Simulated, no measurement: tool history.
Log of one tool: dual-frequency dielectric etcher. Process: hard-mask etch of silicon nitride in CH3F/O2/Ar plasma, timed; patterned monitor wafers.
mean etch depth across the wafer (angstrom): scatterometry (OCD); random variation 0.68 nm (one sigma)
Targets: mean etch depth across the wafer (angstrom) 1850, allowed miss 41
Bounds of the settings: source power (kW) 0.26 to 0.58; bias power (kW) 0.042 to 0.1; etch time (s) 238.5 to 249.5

run,hour,source power (kW),bias power (kW),etch time (s),mean etch depth across the wafer (angstrom)
1,0,0.42,0.071,238.5,1599.3
2,1.2,0.45,0.072,238.5,1626.7
3,7.7,0.4,0.072,238.5,1581.9
4,10.1,0.4,0.085,238.5,1661.2
5,12.4,0.42,0.087,239,1711.3
6,21.2,0.42,0.092,239,1741
7,29.6,0.43,0.093,239,1765.6
8,31.5,0.43,0.093,239,1773.3
9,39.1,0.44,0.093,239,1780.2
10,43.4,0.45,0.094,239,1801.6
11,44.9,0.46,0.094,239,1797

Which of these 4 next moves meets every target?
A,46.4,0.44,0.1,241.5,?
B,46.4,0.5,0.099,249.5,?
C,46.4,0.46,0.1,248,?
D,46.4,0.48,0.1,248.5,?

move,mean etch depth across the wafer (angstrom)
A,1847.9
B,1972.9
C,1921.6
D,1949
A: meets every target
B: takes the result that was furthest off past its target
C: takes the result that was furthest off past its target
D: takes the result that was furthest off past its target
Move A is the one to make.
